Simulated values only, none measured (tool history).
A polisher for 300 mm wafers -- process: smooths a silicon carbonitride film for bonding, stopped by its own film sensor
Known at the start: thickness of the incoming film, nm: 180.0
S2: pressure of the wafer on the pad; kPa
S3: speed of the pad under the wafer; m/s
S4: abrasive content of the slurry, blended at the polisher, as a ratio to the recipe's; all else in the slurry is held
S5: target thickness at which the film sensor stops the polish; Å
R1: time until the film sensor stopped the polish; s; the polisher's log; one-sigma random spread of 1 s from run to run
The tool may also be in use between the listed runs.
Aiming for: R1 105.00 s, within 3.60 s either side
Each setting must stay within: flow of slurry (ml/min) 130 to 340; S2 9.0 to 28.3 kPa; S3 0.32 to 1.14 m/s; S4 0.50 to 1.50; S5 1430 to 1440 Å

run 1 day=0.000 | flow_of_slurry_(ml/min)=220 S2=18.6 S3=0.72 S4=1.00 S5=1440 | R1=153.89
run 2 day=0.088 | flow_of_slurry_(ml/min)=220 S2=18.6 S3=0.62 S4=1.00 S5=1440 | R1=176.88
run 3 day=0.225 | flow_of_slurry_(ml/min)=220 S2=14.5 S3=0.62 S4=1.00 S5=1440 | R1=218.00
run 4 day=0.558 | flow_of_slurry_(ml/min)=195 S2=14.5 S3=0.62 S4=1.00 S5=1440 | R1=224.43
run 5 day=0.833 | flow_of_slurry_(ml/min)=205 S2=17.2 S3=0.62 S4=1.00 S5=1440 | R1=188.85
run 6 day=1.012 | flow_of_slurry_(ml/min)=205 S2=17.2 S3=0.62 S4=1.00 S5=1430 | R1=196.47
run 7 day=1.096 | flow_of_slurry_(ml/min)=205 S2=20.0 S3=0.62 S4=1.00 S5=1430 | R1=171.85
run 8 day=1.400 | flow_of_slurry_(ml/min)=210 S2=22.1 S3=0.62 S4=1.00 S5=1430 | R1=157.50
run 9 day=1.625 | flow_of_slurry_(ml/min)=215 S2=23.4 S3=0.64 S4=1.00 S5=1430 | R1=143.76
run 10 day=1.950 | flow_of_slurry_(ml/min)=215 S2=24.8 S3=0.66 S4=1.00 S5=1430 | R1=134.71
run 11 day=2.312 | flow_of_slurry_(ml/min)=215 S2=25.5 S3=0.68 S4=1.00 S5=1430 | R1=127.91
run 12 day=2.442 | flow_of_slurry_(ml/min)=220 S2=26.2 S3=0.70 S4=1.00 S5=1430 | R1=121.33
run 13 day=2.758 | flow_of_slurry_(ml/min)=220 S2=26.9 S3=0.72 S4=1.00 S5=1430 | R1=115.89
run 14 day=3.008 | flow_of_slurry_(ml/min)=220 S2=27.6 S3=0.74 S4=1.00 S5=1430 | R1=112.21

Which of these 5 next moves meets every target?
run A day=3.258 | flow_of_slurry_(ml/min)=215 S2=28.3 S3=0.70 S4=0.95 S5=1430 | R1=?
run B day=3.258 | flow_of_slurry_(ml/min)=240 S2=26.9 S3=0.72 S4=1.00 S5=1430 | R1=?
run C day=3.258 | flow_of_slurry_(ml/min)=205 S2=27.6 S3=0.70 S4=1.00 S5=1430 | R1=?
run D day=3.258 | flow_of_slurry_(ml/min)=225 S2=24.8 S3=0.72 S4=1.05 S5=1440 | R1=?
run E day=3.258 | flow_of_slurry_(ml/min)=240 S2=27.6 S3=0.82 S4=0.90 S5=1430 | R1=?

move=A R1=116.83
move=B R1=115.82
move=C R1=117.56
move=D R1=119.57
move=E R1=106.60
A: further off than the last run
B: further off than the last run
C: further off than the last run
D: further off than the last run
E: every result lands within tolerance
E is the move that brings every result within its allowed miss.
